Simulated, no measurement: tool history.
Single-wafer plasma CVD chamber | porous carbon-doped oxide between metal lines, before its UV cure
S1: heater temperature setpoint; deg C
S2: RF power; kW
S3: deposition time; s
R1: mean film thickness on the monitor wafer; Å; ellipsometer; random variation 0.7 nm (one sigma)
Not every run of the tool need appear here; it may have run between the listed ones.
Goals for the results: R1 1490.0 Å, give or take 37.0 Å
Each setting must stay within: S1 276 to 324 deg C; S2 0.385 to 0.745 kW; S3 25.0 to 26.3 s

run,hour,S1,S2,S3,R1
1,0.0,300,0.565,26.3,1663.9
2,5.5,302,0.560,26.3,1624.6
3,9.7,303,0.560,26.3,1616.4
4,12.6,304,0.560,26.3,1591.3
5,14.3,304,0.630,26.3,1733.1
6,22.4,304,0.685,26.3,1815.5
7,27.8,304,0.685,26.3,1820.2
8,29.4,306,0.675,26.2,1762.7
9,33.6,308,0.670,26.2,1747.1
10,36.6,310,0.660,26.1,1702.2
11,44.5,311,0.650,26.0,1676.2
12,51.7,312,0.640,25.9,1646.8
13,54.4,312,0.640,25.9,1646.9
14,59.5,313,0.635,25.9,1623.0
15,68.2,314,0.630,25.9,1607.0
16,71.7,315,0.625,25.9,1573.5
17,77.7,316,0.625,25.9,1582.2
18,78.3,317,0.620,25.9,1558.2
19,83.7,318,0.620,25.9,1556.8
20,85.4,318,0.620,25.9,1555.8
21,93.7,319,0.620,25.9,1552.2

Which of these 5 next moves meets every target?
A,102.0,323,0.650,26.3,?
B,102.0,321,0.620,26.3,?
C,102.0,321,0.640,26.3,?
D,102.0,313,0.650,25.0,?
E,102.0,321,0.575,26.3,?

move,R1
A,1575.9
B,1547.1
C,1577.5
D,1584.5
E,1477.3
A: the biggest miss grows against the last run
B: closes in on the targets versus the last run, not all within tolerance yet
C: the biggest miss grows against the last run
D: the biggest miss grows against the last run
E: meets every target
Correct choice: E, which meets every target
